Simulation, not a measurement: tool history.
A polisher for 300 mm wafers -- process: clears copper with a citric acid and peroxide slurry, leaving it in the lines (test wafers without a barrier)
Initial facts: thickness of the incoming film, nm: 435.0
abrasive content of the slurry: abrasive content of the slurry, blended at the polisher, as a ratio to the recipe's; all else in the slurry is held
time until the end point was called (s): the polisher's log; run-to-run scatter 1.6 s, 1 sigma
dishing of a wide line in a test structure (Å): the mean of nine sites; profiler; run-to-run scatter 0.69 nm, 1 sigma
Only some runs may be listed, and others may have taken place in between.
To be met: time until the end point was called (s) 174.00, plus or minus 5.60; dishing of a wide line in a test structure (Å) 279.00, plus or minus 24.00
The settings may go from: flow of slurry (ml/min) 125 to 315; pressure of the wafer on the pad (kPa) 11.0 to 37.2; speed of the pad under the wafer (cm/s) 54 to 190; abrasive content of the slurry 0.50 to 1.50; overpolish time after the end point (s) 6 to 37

| run | day | flow of slurry (ml/min) | pressure of the wafer on the pad (kPa) | speed of the pad under the wafer (cm/s) | abrasive content of the slurry | overpolish time after the end point (s) | time until the end point was called (s) | dishing of a wide line in a test structure (Å) |
|---|---|---|---|---|---|---|---|---|
| 1 | 0.000 | 205 | 24.1 | 122 | 1.00 | 19 | 146.01 | 397.13 |
| 2 | 0.121 | 205 | 24.1 | 122 | 0.80 | 19 | 153.10 | 388.74 |
| 3 | 0.258 | 205 | 23.4 | 122 | 0.80 | 18 | 161.03 | 331.54 |
| 4 | 0.300 | 200 | 22.8 | 122 | 0.80 | 17 | 168.81 | 317.28 |
| 5 | 0.325 | 200 | 22.8 | 122 | 0.80 | 16 | 164.36 | 300.78 |
| 6 | 0.479 | 200 | 22.8 | 122 | 0.80 | 19 | 165.87 | 346.38 |
| 7 | 0.667 | 200 | 22.8 | 122 | 0.80 | 19 | 165.25 | 356.87 |
| 8 | 0.983 | 200 | 22.8 | 122 | 0.80 | 18 | 167.40 | 332.12 |
| 9 | 1.138 | 200 | 22.8 | 122 | 0.80 | 17 | 167.09 | 324.76 |
| 10 | 1.425 | 200 | 22.8 | 122 | 0.80 | 16 | 167.24 | 309.04 |

5 candidate next runs follow, results not yet known. Just one meets every target within its allowed miss. Identify it.
| A | 1.712 | 225 | 15.2 | 158 | 0.85 | 17 | ? | ? |
| B | 1.712 | 205 | 22.1 | 128 | 0.90 | 14 | ? | ? |
| C | 1.712 | 170 | 25.5 | 110 | 0.85 | 18 | ? | ? |
| D | 1.712 | 175 | 23.4 | 134 | 0.75 | 13 | ? | ? |
| E | 1.712 | 265 | 16.5 | 152 | 0.95 | 15 | ? | ? |

| move | time until the end point was called (s) | dishing of a wide line in a test structure (Å) |
|---|---|---|
| A | 190.91 | 287.34 |
| B | 158.12 | 290.72 |
| C | 162.48 | 357.04 |
| D | 154.63 | 278.04 |
| E | 172.76 | 282.19 |
A: meets the target for the result that was furthest off, but another lies outside its allowed miss
B: meets the target for the result that was furthest off, but another lies outside its allowed miss
C: moves away from the targets compared with the last run
D: meets the target for the result that was furthest off, but another lies outside its allowed miss
E: every result lands within tolerance
Correct choice: E, which meets every target
